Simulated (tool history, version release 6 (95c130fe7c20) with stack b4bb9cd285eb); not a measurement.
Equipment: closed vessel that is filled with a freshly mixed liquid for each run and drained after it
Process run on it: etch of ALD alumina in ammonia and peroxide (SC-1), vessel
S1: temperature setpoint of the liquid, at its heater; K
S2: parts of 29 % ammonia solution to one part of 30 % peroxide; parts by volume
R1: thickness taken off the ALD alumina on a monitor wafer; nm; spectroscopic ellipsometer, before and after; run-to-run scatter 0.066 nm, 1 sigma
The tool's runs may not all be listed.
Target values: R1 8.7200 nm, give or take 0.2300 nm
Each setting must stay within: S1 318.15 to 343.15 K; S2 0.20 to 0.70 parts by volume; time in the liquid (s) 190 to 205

{"run": 1, "hour": 0.0, "S1": 334.15, "S2": 0.4, "time in the liquid (s)": 190, "R1": 13.226}
{"run": 2, "hour": 7.2, "S1": 333.15, "S2": 0.4, "time in the liquid (s)": 190, "R1": 12.717}
{"run": 3, "hour": 10.0, "S1": 332.15, "S2": 0.4, "time in the liquid (s)": 190, "R1": 11.898}
{"run": 4, "hour": 10.8, "S1": 338.65, "S2": 0.4, "time in the liquid (s)": 190, "R1": 16.518}
{"run": 5, "hour": 16.7, "S1": 337.15, "S2": 0.4, "time in the liquid (s)": 190, "R1": 15.578}
{"run": 6, "hour": 22.5, "S1": 335.65, "S2": 0.4, "time in the liquid (s)": 190, "R1": 14.16}
{"run": 7, "hour": 23.5, "S1": 334.65, "S2": 0.4, "time in the liquid (s)": 190, "R1": 13.706}
{"run": 8, "hour": 29.2, "S1": 333.65, "S2": 0.4, "time in the liquid (s)": 190, "R1": 12.782}

5 next moves are on the table. One of them brings every result within its allowed miss. Which?
{"run": "A", "hour": 34.9, "S1": 340.65, "S2": 0.3, "time in the liquid (s)": 205, "R1": "?"}
{"run": "B", "hour": 34.9, "S1": 336.15, "S2": 0.35, "time in the liquid (s)": 205, "R1": "?"}
{"run": "C", "hour": 34.9, "S1": 326.65, "S2": 0.35, "time in the liquid (s)": 190, "R1": "?"}
{"run": "D", "hour": 34.9, "S1": 339.65, "S2": 0.35, "time in the liquid (s)": 205, "R1": "?"}
{"run": "E", "hour": 34.9, "S1": 336.15, "S2": 0.45, "time in the liquid (s)": 205, "R1": "?"}

move=A R1=19.3120
move=B R1=15.6770
move=C R1=8.8653
move=D R1=18.6580
move=E R1=16.0540
A: further off than the last run
B: further off than the last run
C: each result inside its tolerance
D: further off than the last run
E: further off than the last run
The move that meets every target is C.

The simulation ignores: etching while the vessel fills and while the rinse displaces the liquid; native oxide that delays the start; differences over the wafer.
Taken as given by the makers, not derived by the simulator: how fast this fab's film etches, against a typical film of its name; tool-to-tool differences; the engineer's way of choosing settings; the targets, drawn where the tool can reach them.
